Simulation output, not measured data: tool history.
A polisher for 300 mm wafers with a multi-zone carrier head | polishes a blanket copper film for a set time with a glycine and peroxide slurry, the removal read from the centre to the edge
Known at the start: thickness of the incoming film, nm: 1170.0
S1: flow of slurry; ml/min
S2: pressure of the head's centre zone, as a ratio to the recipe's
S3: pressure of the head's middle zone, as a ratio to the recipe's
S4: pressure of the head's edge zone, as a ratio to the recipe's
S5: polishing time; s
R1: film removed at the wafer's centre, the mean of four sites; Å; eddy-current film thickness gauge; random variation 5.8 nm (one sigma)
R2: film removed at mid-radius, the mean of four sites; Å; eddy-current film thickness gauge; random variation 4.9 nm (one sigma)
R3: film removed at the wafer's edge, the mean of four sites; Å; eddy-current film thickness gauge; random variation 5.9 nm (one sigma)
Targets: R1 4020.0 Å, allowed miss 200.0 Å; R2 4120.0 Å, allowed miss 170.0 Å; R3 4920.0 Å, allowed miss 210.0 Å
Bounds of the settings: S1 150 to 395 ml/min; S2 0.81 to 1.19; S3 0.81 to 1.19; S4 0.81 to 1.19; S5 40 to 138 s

run,hour,S1,S2,S3,S4,S5,R1,R2,R3
1,0.0,250,1.00,1.00,1.00,88,3809.2,3788.9,3797.2
2,3.0,250,1.00,1.00,1.00,108,4582.0,4634.2,4582.9
3,10.0,250,1.05,1.00,1.00,108,4690.4,4689.5,4656.1
4,13.2,200,1.05,1.00,1.00,108,4553.2,4451.1,4466.2
5,15.0,200,1.05,1.07,1.00,108,4651.2,4770.9,4466.5
6,16.1,200,1.05,1.07,1.00,93,3933.4,4223.8,3796.1
7,17.6,205,1.03,1.06,1.03,94,3977.9,4233.5,4011.7
8,25.9,235,0.93,0.99,1.13,97,3715.5,4088.5,4453.0
9,31.1,235,0.93,0.99,1.13,97,3762.3,4106.0,4380.6
10,37.6,240,0.93,0.98,1.14,98,3900.6,4177.7,4328.5
11,45.3,235,0.92,0.96,1.14,100,3829.8,4156.5,4501.7

4 next moves are on the table. One of them brings every result within its allowed miss. Which?
A,53.0,195,0.96,0.99,1.08,95,?,?,?
B,53.0,215,0.81,1.00,1.14,110,?,?,?
C,53.0,265,0.88,0.95,1.12,108,?,?,?
D,53.0,190,0.90,0.89,1.14,111,?,?,?

move,R1,R2,R3
A,3610.3,3941.6,4087.8
B,3585.1,4679.8,4922.1
C,3948.0,4525.9,4895.5
D,3929.8,4195.1,4899.5
A: further off than the last run
B: brings the result that was furthest off to its target, and leaves another outside
C: brings the result that was furthest off to its target, and leaves another outside
D: meets every target
Answer: D
